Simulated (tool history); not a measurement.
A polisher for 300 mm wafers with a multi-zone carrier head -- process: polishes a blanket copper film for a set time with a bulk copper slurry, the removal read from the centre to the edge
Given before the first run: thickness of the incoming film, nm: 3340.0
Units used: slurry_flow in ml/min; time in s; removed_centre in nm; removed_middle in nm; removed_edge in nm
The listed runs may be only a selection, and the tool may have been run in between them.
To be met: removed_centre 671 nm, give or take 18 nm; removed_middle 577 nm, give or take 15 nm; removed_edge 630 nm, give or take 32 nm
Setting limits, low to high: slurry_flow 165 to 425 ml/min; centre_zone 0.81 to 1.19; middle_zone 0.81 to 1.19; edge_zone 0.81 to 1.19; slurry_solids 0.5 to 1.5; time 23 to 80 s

| run | hour | slurry_flow | centre_zone | middle_zone | edge_zone | slurry_solids | time | removed_centre | removed_middle | removed_edge |
|---|---|---|---|---|---|---|---|---|---|---|
| 1 | 0 | 275 | 1 | 1 | 1 | 1 | 51 | 531.51 | 535.84 | 538.4 |
| 2 | 6.8 | 240 | 1 | 1 | 1 | 1 | 51 | 519.92 | 521.33 | 531.68 |
| 3 | 9.5 | 260 | 1.03 | 1 | 1.03 | 1.05 | 51 | 545.42 | 537 | 546.51 |
| 4 | 13.4 | 275 | 1.05 | 0.99 | 1.05 | 1.1 | 51 | 567.33 | 536.09 | 571.85 |
|  | 16.7 | slurry nozzle cleaned |
| 5 | 16.7 | 290 | 1.07 | 0.99 | 1.06 | 1.1 | 51 | 609.14 | 567.3 | 590.09 |
| 6 | 22.8 | 290 | 1.07 | 0.99 | 1.06 | 1.1 | 56 | 659.59 | 633.17 | 669.93 |
| 7 | 23.9 | 285 | 1.08 | 0.98 | 1.05 | 1.1 | 56 | 674.2 | 619.7 | 650.27 |
| 8 | 28.3 | 280 | 1.08 | 0.97 | 1.05 | 1.1 | 56 | 666.17 | 603.25 | 638.37 |
| 9 | 29.9 | 275 | 1.08 | 0.97 | 1.05 | 1.1 | 56 | 679.53 | 614.89 | 645.59 |
| 10 | 31.1 | 265 | 1.08 | 0.96 | 1.05 | 1.1 | 56 | 663.32 | 598.52 | 636.86 |
| 11 | 37 | 265 | 1.08 | 0.95 | 1.05 | 1.1 | 56 | 665.73 | 600.47 | 645.64 |

Below are 5 possible settings for the next run. Only one of them brings all results inside the allowed miss of their targets. Which is it?
| A | 42.9 | 220 | 1.09 | 0.82 | 1.18 | 1.5 | 53 | ? | ? | ? |
| B | 42.9 | 265 | 1.05 | 0.88 | 0.93 | 0.95 | 60 | ? | ? | ? |
| C | 42.9 | 265 | 1.05 | 0.87 | 1.1 | 1.1 | 58 | ? | ? | ? |
| D | 42.9 | 265 | 1.06 | 0.81 | 1.19 | 1.15 | 56 | ? | ? | ? |
| E | 42.9 | 280 | 1.09 | 1.1 | 0.9 | 1.05 | 52 | ? | ? | ? |

| move | removed_centre | removed_middle | removed_edge |
|---|---|---|---|
| A | 669.43 | 536.66 | 701.32 |
| B | 660.37 | 578.1 | 628.95 |
| C | 667.1 | 578.41 | 689.5 |
| D | 657.75 | 533.54 | 702.97 |
| E | 614.92 | 627.12 | 554.52 |
A: pushes the last run's worst result past its target
B: every result lands within tolerance
C: brings the last run's worst result on target, with another outside its allowed miss
D: pushes the last run's worst result past its target
E: moves away from the targets compared with the last run
The right move is B.
